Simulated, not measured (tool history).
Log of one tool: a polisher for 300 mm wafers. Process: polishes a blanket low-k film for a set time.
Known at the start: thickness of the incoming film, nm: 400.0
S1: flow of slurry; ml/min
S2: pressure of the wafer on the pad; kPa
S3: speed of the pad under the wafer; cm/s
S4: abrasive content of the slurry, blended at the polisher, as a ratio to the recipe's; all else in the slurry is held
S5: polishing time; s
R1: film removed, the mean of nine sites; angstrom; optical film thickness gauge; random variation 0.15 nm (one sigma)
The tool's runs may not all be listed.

run	hour	S1	S2	S3	S4	S5	R1
1	0	195	12.4	128	1	29	112.58
2	6.1	195	12.4	128	1	29	112.41
3	7.2	195	13.1	128	1	29	116.82
4	13.8	195	13.1	128	1	29	115.34
5	19.1	195	13.8	128	1	29	121.44
6	24.9	195	13.8	128	1.1	29	129.96
7	25.7	200	14.5	128	1.1	29	131.32

The next listed run, before its measurement:
8	28.9	200	14.5	128	1.1	29	?

R1: 129.51 angstrom
